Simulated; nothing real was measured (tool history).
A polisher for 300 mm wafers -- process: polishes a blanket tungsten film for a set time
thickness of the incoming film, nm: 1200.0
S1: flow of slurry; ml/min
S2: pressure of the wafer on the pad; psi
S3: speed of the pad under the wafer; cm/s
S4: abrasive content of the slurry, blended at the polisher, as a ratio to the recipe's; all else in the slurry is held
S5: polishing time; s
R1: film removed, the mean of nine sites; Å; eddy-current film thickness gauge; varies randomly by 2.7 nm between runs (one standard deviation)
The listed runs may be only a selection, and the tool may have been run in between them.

| run | day | S1 | S2 | S3 | S4 | S5 | R1 |
|---|---|---|---|---|---|---|---|
| 1 | 0 | 245 | 4.4 | 108 | 1 | 49 | 3534.8 |
| 2 | 0.038 | 245 | 3.9 | 108 | 1 | 49 | 3055.3 |
| 3 | 0.4 | 245 | 3.9 | 108 | 1 | 49 | 3089.6 |
| 4 | 0.579 | 245 | 3.6 | 108 | 1 | 49 | 2920.6 |
| 5 | 0.854 | 245 | 3.6 | 108 | 0.95 | 49 | 2900 |
| 6 | 0.954 | 245 | 4.5 | 108 | 0.95 | 49 | 3502 |
| 7 | 1.146 | 245 | 4 | 106 | 0.95 | 49 | 3147.4 |
| 8 | 1.217 | 245 | 3.6 | 106 | 0.95 | 49 | 2806.9 |

What does the tool deliver on the next run?
| 9 | 1.479 | 245 | 3.3 | 106 | 0.95 | 49 | ? |

R1: 2575.8 Å
